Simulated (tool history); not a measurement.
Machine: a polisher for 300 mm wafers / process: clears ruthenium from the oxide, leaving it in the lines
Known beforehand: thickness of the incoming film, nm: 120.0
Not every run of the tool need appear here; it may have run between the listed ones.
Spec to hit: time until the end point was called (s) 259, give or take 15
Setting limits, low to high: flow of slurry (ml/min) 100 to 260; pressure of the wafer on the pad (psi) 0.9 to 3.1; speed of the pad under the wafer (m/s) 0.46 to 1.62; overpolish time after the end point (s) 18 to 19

run	day	flow of slurry (ml/min)	pressure of the wafer on the pad (psi)	speed of the pad under the wafer (m/s)	overpolish time after the end point (s)	time until the end point was called (s)
1	0	165	2	1.04	18	103.34
2	0.179	165	2	1.26	18	84.676
3	0.512	165	2	1.26	18	87.35
4	0.812	160	1.8	1.12	18	99.671
5	1.142	145	1.6	0.98	18	124.51
6	1.508	135	1.5	0.86	18	151.52
7	1.538	135	1.5	0.86	18	149.11
8	1.871	135	1.4	0.78	18	172.61
9	1.942	135	1.3	0.74	18	188.25
10	2.25	135	1.2	0.72	18	196.94

Which of these 5 next moves meets every target?
A	2.558	140	1.5	1	18	?
B	2.558	135	1	0.72	18	?
C	2.558	125	1.1	0.6	18	?
D	2.558	115	1.1	0.7	18	?
E	2.558	155	1.6	0.76	19	?

move	time until the end point was called (s)
A	129.12
B	216.53
C	250.6
D	219.96
E	159.76
A: further off than the last run
B: closes in on the targets versus the last run, not all within tolerance yet
C: every result lands within tolerance
D: closes in on the targets versus the last run, not all within tolerance yet
E: further off than the last run
Correct choice: C, which meets every target
